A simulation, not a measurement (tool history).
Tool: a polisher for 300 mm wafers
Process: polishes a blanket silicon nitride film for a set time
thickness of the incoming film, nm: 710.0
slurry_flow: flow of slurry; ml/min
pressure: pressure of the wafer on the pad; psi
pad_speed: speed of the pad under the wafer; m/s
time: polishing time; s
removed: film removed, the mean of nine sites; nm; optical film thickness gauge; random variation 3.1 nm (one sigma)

{"run": 1, "hour": 0.0, "slurry_flow": 265, "pressure": 3.9, "pad_speed": 1.38, "time": 98, "removed": 238.65}
{"run": 2, "hour": 7.6, "slurry_flow": 265, "pressure": 4.2, "pad_speed": 1.38, "time": 98, "removed": 248.71}
{"run": 3, "hour": 8.6, "slurry_flow": 265, "pressure": 4.5, "pad_speed": 1.38, "time": 98, "removed": 267.41}
{"run": 4, "hour": 17.3, "slurry_flow": 265, "pressure": 5.2, "pad_speed": 1.38, "time": 98, "removed": 298.06}
{"run": 5, "hour": 20.5, "slurry_flow": 265, "pressure": 4.5, "pad_speed": 1.38, "time": 98, "removed": 269.6}
{"run": 6, "hour": 28.8, "slurry_flow": 265, "pressure": 4.7, "pad_speed": 1.38, "time": 98, "removed": 273.42}

Forecast run 7:
{"run": 7, "hour": 30.7, "slurry_flow": 265, "pressure": 4.9, "pad_speed": 1.38, "time": 98, "removed": "?"}

removed: 284.37 nm
